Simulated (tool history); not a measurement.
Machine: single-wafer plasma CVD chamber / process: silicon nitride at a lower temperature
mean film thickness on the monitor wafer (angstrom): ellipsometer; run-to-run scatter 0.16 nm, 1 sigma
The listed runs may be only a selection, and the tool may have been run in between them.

run,hour,heater temperature setpoint (°C),chamber pressure (mTorr),RF power (W),deposition time (s),mean film thickness on the monitor wafer (angstrom)
1,0.0,365,1680,290,31.5,376.91
2,2.8,365,1680,270,31.5,348.06
3,9.8,365,1510,270,31.5,346.11
4,16.5,365,1510,310,31.5,393.82
5,19.2,365,1420,300,31.5,376.66
6,24.0,365,1420,300,31.5,377.14
7,31.2,365,1080,270,31.5,327.41
8,35.3,365,1130,270,31.5,329.09

The next listed run, before its measurement:
9,42.1,365,1170,270,31.5,?

mean film thickness on the monitor wafer (angstrom): 330.64

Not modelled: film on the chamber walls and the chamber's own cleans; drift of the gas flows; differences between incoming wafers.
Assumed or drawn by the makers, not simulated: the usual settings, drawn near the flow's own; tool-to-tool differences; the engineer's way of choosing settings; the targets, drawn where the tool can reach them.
